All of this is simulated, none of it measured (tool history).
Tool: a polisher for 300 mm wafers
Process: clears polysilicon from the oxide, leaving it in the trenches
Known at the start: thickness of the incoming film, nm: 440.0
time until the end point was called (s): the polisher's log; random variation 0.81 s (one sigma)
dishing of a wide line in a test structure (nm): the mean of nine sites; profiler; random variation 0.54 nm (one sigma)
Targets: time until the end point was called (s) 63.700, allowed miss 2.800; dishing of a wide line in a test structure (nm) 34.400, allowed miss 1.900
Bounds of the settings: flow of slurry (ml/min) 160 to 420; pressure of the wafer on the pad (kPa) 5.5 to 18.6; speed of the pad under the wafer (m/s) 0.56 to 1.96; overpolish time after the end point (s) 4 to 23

run,day,flow of slurry (ml/min),pressure of the wafer on the pad (kPa),speed of the pad under the wafer (m/s),overpolish time after the end point (s),time until the end point was called (s),dishing of a wide line in a test structure (nm)
1,0.000,270,11.7,1.26,12,42.026,34.255
2,0.079,270,11.7,1.04,12,51.234,32.337
3,0.233,270,11.7,1.04,7,50.564,28.636
4,0.600,270,11.0,1.04,9,53.510,31.227
5,0.767,270,9.7,1.04,9,60.727,28.807
6,0.817,270,9.7,1.04,10,59.632,30.142
7,0.967,270,9.7,1.04,11,60.003,31.252
8,1.142,270,9.7,1.04,12,60.764,32.109
9,1.204,270,9.7,1.04,14,61.388,32.021
10,1.550,270,9.7,1.04,14,59.737,32.379
11,1.804,270,9.7,1.04,15,60.042,33.059

4 next moves are on the table. One of them brings every result within its allowed miss. Which?
A,2.058,330,6.2,1.34,23,?,?
B,2.058,190,9.7,1.10,19,?,?
C,2.058,255,9.7,1.00,20,?,?
D,2.058,285,11.0,0.98,16,?,?

move,time until the end point was called (s),dishing of a wide line in a test structure (nm)
A,71.584,34.141
B,59.481,34.123
C,63.539,34.076
D,56.446,33.686
A: takes the result that was furthest off past its target
B: further off than the last run
C: meets every target
D: further off than the last run
The right move is C.
